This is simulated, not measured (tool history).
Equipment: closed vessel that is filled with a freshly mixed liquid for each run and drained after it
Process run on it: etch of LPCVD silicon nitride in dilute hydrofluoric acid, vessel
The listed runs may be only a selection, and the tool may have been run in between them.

run,hour,temperature setpoint of the liquid (C),parts of water to one part of 49 % hydrofluoric acid (parts by volume),time in the liquid (s),thickness taken off the LPCVD silicon nitride on a monitor wafer (Å)
1,0.0,20.0,60,1280,74.680
2,6.7,20.0,80,1280,56.462
3,15.5,20.0,80,1380,60.619
4,22.9,20.0,90,1380,54.170
5,31.0,22.0,75,1380,73.777
6,35.4,23.5,60,1380,102.140
7,40.5,24.5,50,1380,131.420
8,46.1,25.5,45,1380,154.990

What does the tool deliver on the next run?
9,47.3,25.5,45,1380,?

{"run 9": {"thickness taken off the LPCVD silicon nitride on a monitor wafer (Å)": 153.91}}
